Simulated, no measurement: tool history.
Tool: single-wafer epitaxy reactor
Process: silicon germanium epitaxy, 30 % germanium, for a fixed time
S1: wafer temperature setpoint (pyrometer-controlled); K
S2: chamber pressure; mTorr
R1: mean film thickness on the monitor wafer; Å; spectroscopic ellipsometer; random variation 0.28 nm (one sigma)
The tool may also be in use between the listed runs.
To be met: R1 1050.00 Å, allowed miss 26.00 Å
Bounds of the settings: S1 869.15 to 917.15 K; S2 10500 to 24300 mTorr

{"run": 1, "hour": 0.0, "S1": 893.15, "S2": 17400, "R1": 818.15}
{"run": 2, "hour": 7.7, "S1": 883.15, "S2": 17400, "R1": 683.21}
{"run": 3, "hour": 12.8, "S1": 887.15, "S2": 17500, "R1": 735.7}
{"run": 4, "hour": 20.3, "S1": 890.15, "S2": 17600, "R1": 785.21}
{"run": 5, "hour": 21.3, "S1": 892.15, "S2": 17700, "R1": 815.23}
{"run": 6, "hour": 26.2, "S1": 894.15, "S2": 17700, "R1": 842.21}
{"run": 7, "hour": 28.5, "S1": 896.15, "S2": 17700, "R1": 872.76}
{"run": 8, "hour": 31.2, "S1": 898.15, "S2": 17700, "R1": 902.2}
{"run": 9, "hour": 32.1, "S1": 899.15, "S2": 17700, "R1": 925.15}
{"run": 10, "hour": 34.7, "S1": 900.15, "S2": 17700, "R1": 939.26}
{"run": 11, "hour": 35.4, "S1": 901.15, "S2": 17700, "R1": 955.79}

Which of these 5 next moves meets every target?
{"run": "A", "hour": 36.1, "S1": 901.15, "S2": 19200, "R1": "?"}
{"run": "B", "hour": 36.1, "S1": 896.15, "S2": 17900, "R1": "?"}
{"run": "C", "hour": 36.1, "S1": 905.15, "S2": 18200, "R1": "?"}
{"run": "D", "hour": 36.1, "S1": 901.15, "S2": 15600, "R1": "?"}
{"run": "E", "hour": 36.1, "S1": 903.15, "S2": 17300, "R1": "?"}

move=A R1=997.53
move=B R1=878.90
move=C R1=1042.00
move=D R1=893.17
move=E R1=979.00
A: nearer than the last run, and not there yet
B: further off than the last run
C: meets every target
D: further off than the last run
E: nearer than the last run, and not there yet
Move C is the one to make.

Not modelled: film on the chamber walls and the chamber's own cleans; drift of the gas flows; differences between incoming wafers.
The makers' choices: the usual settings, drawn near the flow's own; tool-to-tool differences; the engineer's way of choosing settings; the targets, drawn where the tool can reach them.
